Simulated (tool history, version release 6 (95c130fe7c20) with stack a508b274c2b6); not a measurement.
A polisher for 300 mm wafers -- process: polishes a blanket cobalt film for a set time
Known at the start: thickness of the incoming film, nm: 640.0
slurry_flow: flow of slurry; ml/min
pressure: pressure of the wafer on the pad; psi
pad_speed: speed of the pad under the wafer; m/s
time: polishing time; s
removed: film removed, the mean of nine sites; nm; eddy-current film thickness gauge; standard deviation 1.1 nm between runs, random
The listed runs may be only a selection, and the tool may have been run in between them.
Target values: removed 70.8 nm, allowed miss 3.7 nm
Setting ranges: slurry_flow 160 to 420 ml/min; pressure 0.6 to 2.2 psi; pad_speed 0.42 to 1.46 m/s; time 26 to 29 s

run,day,slurry_flow,pressure,pad_speed,time,removed
1,0,270,1.4,0.94,29,103.45
2,0.075,270,1.3,0.94,29,95.983
3,0.346,210,1.3,0.94,29,93.753
4,0.533,210,1.3,1.1,29,104.5
5,0.65,210,1.2,1.08,29,97.161
6,0.904,210,1.2,1.2,29,106.04
7,1.192,210,1.1,1.18,29,96.95
8,1.425,210,1,1.18,29,86.945
9,1.729,210,0.9,1.18,29,79.064

5 candidate next runs follow, results not yet known. Just one meets every target within its allowed miss. Identify it.
A,2.033,160,1,0.86,28,?
B,2.033,185,1,1.06,26,?
C,2.033,230,0.8,1.1,27,?
D,2.033,175,0.8,1.44,29,?
E,2.033,235,0.9,1.3,29,?

move,removed
A,64.155
B,71.417
C,63.216
D,82.332
E,87.273
A: carries the result that was furthest off beyond its target, to the other side
B: meets every target
C: carries the result that was furthest off beyond its target, to the other side
D: its largest miss is bigger than the last run's
E: its largest miss is bigger than the last run's
B meets every target.
